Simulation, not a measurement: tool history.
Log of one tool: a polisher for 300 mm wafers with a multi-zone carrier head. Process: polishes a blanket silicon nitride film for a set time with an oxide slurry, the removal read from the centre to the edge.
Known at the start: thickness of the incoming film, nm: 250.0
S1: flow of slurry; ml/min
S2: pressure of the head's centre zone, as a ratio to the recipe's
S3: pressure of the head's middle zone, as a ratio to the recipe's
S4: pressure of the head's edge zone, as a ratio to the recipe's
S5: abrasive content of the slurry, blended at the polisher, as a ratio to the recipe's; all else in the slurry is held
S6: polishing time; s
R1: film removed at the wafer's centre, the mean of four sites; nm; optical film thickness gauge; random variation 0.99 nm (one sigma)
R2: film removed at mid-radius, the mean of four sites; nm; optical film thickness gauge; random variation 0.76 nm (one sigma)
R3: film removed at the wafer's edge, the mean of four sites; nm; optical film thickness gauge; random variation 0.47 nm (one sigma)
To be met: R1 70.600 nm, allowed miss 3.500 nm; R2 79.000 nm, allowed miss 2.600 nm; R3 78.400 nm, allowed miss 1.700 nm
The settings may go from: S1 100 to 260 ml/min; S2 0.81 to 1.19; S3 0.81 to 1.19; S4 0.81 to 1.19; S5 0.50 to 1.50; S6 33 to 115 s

run,day,S1,S2,S3,S4,S5,S6,R1,R2,R3
1,0.000,165,1.00,1.00,1.00,1.00,73,59.700,61.286,63.402
2,0.233,165,0.94,1.00,1.00,1.00,73,55.069,61.235,64.113
3,0.279,165,0.94,1.06,1.00,1.00,73,56.704,64.552,63.589
4,0.633,175,0.95,1.07,1.03,1.05,73,60.343,67.112,66.095
5,0.825,185,0.94,1.08,1.05,1.10,73,61.732,69.110,68.817
6,0.962,165,0.94,1.08,1.05,1.10,73,58.369,69.725,67.284
7,1.317,175,0.94,1.09,1.07,1.10,73,60.037,69.633,68.522
8,1.392,185,0.94,1.10,1.08,1.10,73,59.411,71.744,69.567
9,1.650,235,1.04,1.10,1.18,1.20,73,71.675,75.222,77.369
10,1.950,235,1.04,1.11,1.18,1.20,73,71.823,75.918,77.456

5 next moves are on the table. One of them brings every result within its allowed miss. Which?
A,2.250,195,1.16,1.18,1.12,1.10,75,?,?,?
B,2.250,245,1.11,1.17,1.15,1.20,72,?,?,?
C,2.250,260,0.94,1.05,1.03,1.35,75,?,?,?
D,2.250,185,0.99,1.10,1.13,1.15,75,?,?,?
E,2.250,225,1.02,1.17,1.17,1.35,68,?,?,?

move,R1,R2,R3
A,77.765,77.041,73.162
B,76.401,78.318,75.432
C,70.938,78.456,78.192
D,66.956,73.416,74.568
E,68.623,76.716,74.730
A: brings the result that was furthest off to its target, and leaves another outside
B: brings the result that was furthest off to its target, and leaves another outside
C: meets every target
D: further off than the last run
E: brings the result that was furthest off to its target, and leaves another outside
Answer: C
